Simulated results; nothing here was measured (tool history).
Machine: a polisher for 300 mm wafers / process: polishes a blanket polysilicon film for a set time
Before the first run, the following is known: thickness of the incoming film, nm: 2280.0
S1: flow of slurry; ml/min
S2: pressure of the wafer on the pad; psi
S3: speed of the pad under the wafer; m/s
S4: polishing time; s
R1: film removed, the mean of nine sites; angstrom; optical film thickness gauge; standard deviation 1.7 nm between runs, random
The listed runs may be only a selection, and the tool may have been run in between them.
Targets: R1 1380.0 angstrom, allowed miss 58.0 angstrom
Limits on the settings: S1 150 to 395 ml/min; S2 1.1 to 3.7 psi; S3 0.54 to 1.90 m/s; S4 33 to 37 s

{"run": 1, "hour": 0.0, "S1": 250, "S2": 2.4, "S3": 1.22, "S4": 37, "R1": 2786.7}
{"run": 2, "hour": 3.9, "S1": 250, "S2": 2.4, "S3": 1.22, "S4": 37, "R1": 2825.8}
{"run": 3, "hour": 10.9, "S1": 275, "S2": 2.4, "S3": 1.22, "S4": 37, "R1": 2869.4}
{"run": 4, "hour": 18.0, "S1": 270, "S2": 2.1, "S3": 1.18, "S4": 37, "R1": 2390.0}
{"run": 5, "hour": 23.2, "S1": 270, "S2": 2.1, "S3": 1.18, "S4": 33, "R1": 2140.0}
{"run": 6, "hour": 30.7, "S1": 230, "S2": 2.1, "S3": 1.18, "S4": 33, "R1": 2107.5}
{"run": 7, "hour": 31.9, "S1": 225, "S2": 1.9, "S3": 1.18, "S4": 33, "R1": 1913.2}
{"run": 8, "hour": 38.4, "S1": 225, "S2": 1.7, "S3": 1.18, "S4": 33, "R1": 1738.5}
{"run": 9, "hour": 45.3, "S1": 225, "S2": 1.1, "S3": 1.16, "S4": 33, "R1": 1111.9}
{"run": 10, "hour": 52.6, "S1": 225, "S2": 1.5, "S3": 1.16, "S4": 33, "R1": 1498.3}

4 candidate next runs follow, results not yet known. Just one meets every target within its allowed miss. Identify it.
{"run": "A", "hour": 59.9, "S1": 225, "S2": 1.3, "S3": 1.34, "S4": 36, "R1": "?"}
{"run": "B", "hour": 59.9, "S1": 215, "S2": 1.4, "S3": 1.12, "S4": 33, "R1": "?"}
{"run": "C", "hour": 59.9, "S1": 230, "S2": 1.6, "S3": 1.08, "S4": 36, "R1": "?"}
{"run": "D", "hour": 59.9, "S1": 265, "S2": 1.7, "S3": 1.06, "S4": 33, "R1": "?"}

move=A R1=1642.5
move=B R1=1366.3
move=C R1=1647.6
move=D R1=1592.1
A: further off than the last run
B: all results land within tolerance of their targets
C: further off than the last run
D: further off than the last run
The right move is B.
